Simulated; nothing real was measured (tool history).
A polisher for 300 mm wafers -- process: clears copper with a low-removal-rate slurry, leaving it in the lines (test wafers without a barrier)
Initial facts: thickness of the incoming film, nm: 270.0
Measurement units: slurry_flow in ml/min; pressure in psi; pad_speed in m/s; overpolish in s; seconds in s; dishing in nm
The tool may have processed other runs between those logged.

run,hour,slurry_flow,pressure,pad_speed,slurry_solids,overpolish,seconds,dishing
1,0,225,2.9,0.96,1,12,93.308,22.442
2,8.5,225,2.9,0.96,0.85,12,96.627,21.746
3,12.5,225,2.4,0.96,0.85,12,117.42,18.664
4,14.2,245,2.4,0.96,0.85,12,120.48,19.296
5,22.8,255,2.1,0.94,0.85,12,135.79,16.236
6,24.2,305,2.1,0.94,0.85,12,132.89,16.953

The next listed run, before its measurement:
7,25.5,305,1.9,0.9,0.85,13,?,?

seconds: 153.34 s
dishing: 15.828 nm
